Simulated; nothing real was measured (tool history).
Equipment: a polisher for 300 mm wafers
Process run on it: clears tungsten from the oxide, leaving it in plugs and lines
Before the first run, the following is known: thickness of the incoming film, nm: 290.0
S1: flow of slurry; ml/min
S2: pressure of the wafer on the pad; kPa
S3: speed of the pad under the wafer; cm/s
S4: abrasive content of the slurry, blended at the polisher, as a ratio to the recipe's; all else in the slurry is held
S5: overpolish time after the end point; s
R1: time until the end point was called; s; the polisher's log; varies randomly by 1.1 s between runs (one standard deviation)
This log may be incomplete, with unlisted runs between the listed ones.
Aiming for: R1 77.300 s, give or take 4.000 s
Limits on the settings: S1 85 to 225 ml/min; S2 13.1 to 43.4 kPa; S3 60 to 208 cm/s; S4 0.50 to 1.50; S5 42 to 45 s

run    day   S1    S2   S3    S4  S5      R1
  1  0.000  145  28.3  134  1.00  42  38.562
  2  0.283  145  24.1  128  1.00  42  47.881
  3  0.329  145  18.6  128  1.00  42  61.580
  4  0.579  145  18.6  140  1.00  42  55.905
  5  0.675  145  17.2  136  1.00  42  61.606
  6  0.717  145  17.2  136  1.10  42  61.066
  7  0.808  145  15.9  134  1.10  42  65.906
  8  0.967  145  15.2  132  1.10  42  70.433
  9  1.046  145  14.5  132  1.10  42  73.051

Which of these 5 next moves meets every target?
  A  1.125  170  14.5  128  1.25  42   ?
  B  1.125  135  19.3  110  1.25  45   ?
  C  1.125  155  13.1  132  1.30  45   ?
  D  1.125  110  16.5  132  1.10  42   ?
  E  1.125  145  15.9  136  1.15  42   ?

move      R1
   A  70.731
   B  64.896
   C  75.749
   D  68.345
   E  64.369
A: moves away from the targets compared with the last run
B: moves away from the targets compared with the last run
C: hits every target within its allowed miss
D: moves away from the targets compared with the last run
E: moves away from the targets compared with the last run
C meets every target.
